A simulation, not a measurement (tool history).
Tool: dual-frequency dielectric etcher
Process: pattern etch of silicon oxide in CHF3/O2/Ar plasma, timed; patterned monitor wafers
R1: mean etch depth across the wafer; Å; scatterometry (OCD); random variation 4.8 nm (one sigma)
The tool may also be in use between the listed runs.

Run 1, hour 0.0: source power (kW) 0.550, bias power (kW) 0.124, etch time (s) 490. Result: R1 8233.8 Å.
Run 2, hour 2.1: source power (kW) 0.540, bias power (kW) 0.123, etch time (s) 490. Result: R1 8213.0 Å.
Run 3, hour 9.1: source power (kW) 0.640, bias power (kW) 0.123, etch time (s) 490. Result: R1 8679.7 Å.
Run 4, hour 11.5: source power (kW) 0.640, bias power (kW) 0.123, etch time (s) 490. Result: R1 8569.2 Å.
Run 5, hour 19.0: source power (kW) 0.560, bias power (kW) 0.123, etch time (s) 490. Result: R1 8286.6 Å.
Run 6, hour 28.1: source power (kW) 0.540, bias power (kW) 0.121, etch time (s) 490. Result: R1 8170.3 Å.

The next listed run, before its measurement:
Run 7, hour 33.7: source power (kW) 0.530, bias power (kW) 0.119, etch time (s) 490. Result: R1 ?.

{"run 7": {"R1": 7907.3}}

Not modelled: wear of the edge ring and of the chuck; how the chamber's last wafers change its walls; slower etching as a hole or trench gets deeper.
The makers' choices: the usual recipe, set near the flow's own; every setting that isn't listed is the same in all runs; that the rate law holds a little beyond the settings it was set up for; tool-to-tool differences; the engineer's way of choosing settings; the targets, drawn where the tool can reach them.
